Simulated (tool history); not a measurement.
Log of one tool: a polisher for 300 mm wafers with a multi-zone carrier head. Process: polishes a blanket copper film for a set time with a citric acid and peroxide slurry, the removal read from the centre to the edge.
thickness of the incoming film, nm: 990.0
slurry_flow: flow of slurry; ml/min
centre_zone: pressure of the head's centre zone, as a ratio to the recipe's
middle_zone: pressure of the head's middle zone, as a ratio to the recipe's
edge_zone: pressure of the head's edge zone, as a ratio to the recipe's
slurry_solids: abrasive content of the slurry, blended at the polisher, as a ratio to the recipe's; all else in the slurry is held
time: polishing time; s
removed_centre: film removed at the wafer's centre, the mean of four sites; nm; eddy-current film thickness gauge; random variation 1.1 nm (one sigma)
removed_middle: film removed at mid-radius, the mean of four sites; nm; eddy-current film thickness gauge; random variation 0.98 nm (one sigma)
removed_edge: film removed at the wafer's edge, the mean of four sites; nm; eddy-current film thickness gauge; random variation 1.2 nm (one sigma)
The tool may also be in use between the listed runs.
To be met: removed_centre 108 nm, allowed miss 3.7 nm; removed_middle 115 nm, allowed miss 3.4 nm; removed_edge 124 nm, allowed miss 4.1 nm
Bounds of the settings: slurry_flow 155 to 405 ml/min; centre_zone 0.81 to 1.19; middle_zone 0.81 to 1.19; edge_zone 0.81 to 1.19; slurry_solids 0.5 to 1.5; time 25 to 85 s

run 1 hour=0 | slurry_flow=260 centre_zone=1 middle_zone=1 edge_zone=1 slurry_solids=1 time=55 | removed_centre=98.557 removed_middle=99.479 removed_edge=99.711
run 2 hour=7.7 | slurry_flow=230 centre_zone=1 middle_zone=1 edge_zone=1 slurry_solids=1 time=55 | removed_centre=95.366 removed_middle=98.527 removed_edge=97.593
run 3 hour=14.2 | slurry_flow=230 centre_zone=1 middle_zone=1 edge_zone=1.07 slurry_solids=1 time=55 | removed_centre=97.769 removed_middle=98.663 removed_edge=100.54
run 4 hour=16 | slurry_flow=230 centre_zone=1 middle_zone=0.96 edge_zone=1.07 slurry_solids=1 time=55 | removed_centre=97.502 removed_middle=95.531 removed_edge=102.83
run 5 hour=17 | slurry_flow=240 centre_zone=0.99 middle_zone=0.97 edge_zone=1.09 slurry_solids=1.05 time=55 | removed_centre=97.681 removed_middle=96.381 removed_edge=101.28
run 6 hour=25.3 | slurry_flow=240 centre_zone=0.99 middle_zone=0.97 edge_zone=1.09 slurry_solids=1.05 time=50 | removed_centre=88.291 removed_middle=88.199 removed_edge=93.846
run 7 hour=28.3 | slurry_flow=235 centre_zone=0.97 middle_zone=0.96 edge_zone=1.1 slurry_solids=1.1 time=53 | removed_centre=93.756 removed_middle=91.699 removed_edge=100.47
run 8 hour=34.9 | slurry_flow=280 centre_zone=0.9 middle_zone=1.06 edge_zone=1.19 slurry_solids=1.35 time=58 | removed_centre=100.5 removed_middle=113.62 removed_edge=119.67
run 9 hour=41.1 | slurry_flow=285 centre_zone=0.91 middle_zone=1.06 edge_zone=1.19 slurry_solids=1.35 time=58 | removed_centre=100.83 removed_middle=116.49 removed_edge=120.99
run 10 hour=42.2 | slurry_flow=285 centre_zone=0.92 middle_zone=1.05 edge_zone=1.19 slurry_solids=1.35 time=58 | removed_centre=100.71 removed_middle=114.34 removed_edge=122.9
run 11 hour=44 | slurry_flow=285 centre_zone=0.93 middle_zone=1.05 edge_zone=1.18 slurry_solids=1.35 time=58 | removed_centre=103.25 removed_middle=113.69 removed_edge=120.06
run 12 hour=48.6 | slurry_flow=290 centre_zone=0.93 middle_zone=1.05 edge_zone=1.18 slurry_solids=1.35 time=58 | removed_centre=103.51 removed_middle=115.03 removed_edge=120.4

4 next moves are on the table. One of them brings every result within its allowed miss. Which?
run A hour=53.2 | slurry_flow=205 centre_zone=0.9 middle_zone=1.12 edge_zone=1.15 slurry_solids=1.35 time=59 | removed_centre=? removed_middle=? removed_edge=?
run B hour=53.2 | slurry_flow=305 centre_zone=0.84 middle_zone=1.01 edge_zone=1.19 slurry_solids=1.5 time=59 | removed_centre=? removed_middle=? removed_edge=?
run C hour=53.2 | slurry_flow=300 centre_zone=0.92 middle_zone=1.14 edge_zone=1.15 slurry_solids=1.45 time=55 | removed_centre=? removed_middle=? removed_edge=?
run D hour=53.2 | slurry_flow=220 centre_zone=0.95 middle_zone=1.02 edge_zone=1.17 slurry_solids=1.2 time=63 | removed_centre=? removed_middle=? removed_edge=?

move=A removed_centre=98.654 removed_middle=117.72 removed_edge=117.47
move=B removed_centre=98.491 removed_middle=115.48 removed_edge=124.95
move=C removed_centre=98.089 removed_middle=116 removed_edge=113.46
move=D removed_centre=108.46 removed_middle=116.21 removed_edge=124.65
A: further off than the last run
B: further off than the last run
C: further off than the last run
D: meets every target
The right move is D.
